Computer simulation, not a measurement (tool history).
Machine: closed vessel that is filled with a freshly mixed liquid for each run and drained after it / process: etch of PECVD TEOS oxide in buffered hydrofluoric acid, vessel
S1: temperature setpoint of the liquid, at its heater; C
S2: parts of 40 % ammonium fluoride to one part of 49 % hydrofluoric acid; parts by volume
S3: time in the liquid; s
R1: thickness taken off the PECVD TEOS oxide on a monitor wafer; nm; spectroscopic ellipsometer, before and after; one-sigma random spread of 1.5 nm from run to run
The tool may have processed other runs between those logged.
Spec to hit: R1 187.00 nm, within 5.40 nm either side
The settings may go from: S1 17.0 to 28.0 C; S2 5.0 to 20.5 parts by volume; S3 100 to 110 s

{"run": 1, "hour": 0.0, "S1": 20.0, "S2": 12.5, "S3": 100, "R1": 125.89}
{"run": 2, "hour": 1.7, "S1": 20.0, "S2": 9.0, "S3": 100, "R1": 167.42}
{"run": 3, "hour": 8.2, "S1": 20.0, "S2": 7.0, "S3": 100, "R1": 219.22}
{"run": 4, "hour": 13.3, "S1": 19.5, "S2": 7.0, "S3": 100, "R1": 218.19}
{"run": 5, "hour": 19.2, "S1": 19.5, "S2": 7.0, "S3": 100, "R1": 211.08}
{"run": 6, "hour": 27.6, "S1": 19.5, "S2": 5.0, "S3": 100, "R1": 287.98}
{"run": 7, "hour": 36.2, "S1": 19.0, "S2": 5.5, "S3": 100, "R1": 255.81}
{"run": 8, "hour": 37.1, "S1": 18.5, "S2": 6.0, "S3": 100, "R1": 229.49}
{"run": 9, "hour": 43.2, "S1": 17.5, "S2": 6.5, "S3": 100, "R1": 202.21}
{"run": 10, "hour": 50.8, "S1": 17.0, "S2": 6.5, "S3": 100, "R1": 195.33}

Next run, 4 choices. One meets every target within its allowed miss, the rest don't. Which?
{"run": "A", "hour": 58.4, "S1": 19.5, "S2": 7.5, "S3": 105, "R1": "?"}
{"run": "B", "hour": 58.4, "S1": 17.5, "S2": 7.5, "S3": 105, "R1": "?"}
{"run": "C", "hour": 58.4, "S1": 17.0, "S2": 6.0, "S3": 100, "R1": "?"}
{"run": "D", "hour": 58.4, "S1": 20.0, "S2": 8.5, "S3": 100, "R1": "?"}

move=A R1=211.05
move=B R1=188.50
move=C R1=214.90
move=D R1=180.50
A: further off than the last run
B: each result inside its tolerance
C: further off than the last run
D: the result that was furthest off in the last run now lies on the other side of its target
Correct choice: B, which meets every target
